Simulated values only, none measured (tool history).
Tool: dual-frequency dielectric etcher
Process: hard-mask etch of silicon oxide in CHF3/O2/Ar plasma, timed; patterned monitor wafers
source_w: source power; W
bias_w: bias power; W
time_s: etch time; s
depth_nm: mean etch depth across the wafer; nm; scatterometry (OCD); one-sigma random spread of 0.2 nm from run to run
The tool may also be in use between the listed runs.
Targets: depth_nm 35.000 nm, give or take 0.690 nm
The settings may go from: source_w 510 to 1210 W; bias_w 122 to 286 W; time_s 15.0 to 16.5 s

{"run": 1, "day": 0.0, "source_w": 860, "bias_w": 204, "time_s": 16.5, "depth_nm": 39.79}
{"run": 2, "day": 0.075, "source_w": 830, "bias_w": 203, "time_s": 16.5, "depth_nm": 39.446}
{"run": 3, "day": 0.288, "source_w": 800, "bias_w": 201, "time_s": 16.5, "depth_nm": 38.599}
{"run": 4, "day": 0.488, "source_w": 800, "bias_w": 201, "time_s": 16.5, "depth_nm": 38.876}
{"run": 5, "day": 0.517, "source_w": 780, "bias_w": 199, "time_s": 16.5, "depth_nm": 38.101}
{"run": 6, "day": 0.642, "source_w": 940, "bias_w": 199, "time_s": 16.5, "depth_nm": 41.381}
{"run": 7, "day": 0.967, "source_w": 910, "bias_w": 198, "time_s": 16.5, "depth_nm": 40.594}
{"run": 8, "day": 1.054, "source_w": 880, "bias_w": 197, "time_s": 16.5, "depth_nm": 40.113}
{"run": 9, "day": 1.367, "source_w": 850, "bias_w": 196, "time_s": 16.5, "depth_nm": 39.102}

5 candidate next runs follow, results not yet known. Just one meets every target within its allowed miss. Identify it.
{"run": "A", "day": 1.679, "source_w": 800, "bias_w": 211, "time_s": 15.5, "depth_nm": "?"}
{"run": "B", "day": 1.679, "source_w": 910, "bias_w": 191, "time_s": 15.5, "depth_nm": "?"}
{"run": "C", "day": 1.679, "source_w": 850, "bias_w": 186, "time_s": 16.0, "depth_nm": "?"}
{"run": "D", "day": 1.679, "source_w": 730, "bias_w": 180, "time_s": 16.5, "depth_nm": "?"}
{"run": "E", "day": 1.679, "source_w": 830, "bias_w": 175, "time_s": 15.5, "depth_nm": "?"}

move=A depth_nm=37.066
move=B depth_nm=37.756
move=C depth_nm=37.662
move=D depth_nm=36.273
move=E depth_nm=35.495
A: nearer than the last run, and not there yet
B: nearer than the last run, and not there yet
C: nearer than the last run, and not there yet
D: nearer than the last run, and not there yet
E: every result within its allowed miss
So the answer is move E, the one that meets all the targets.
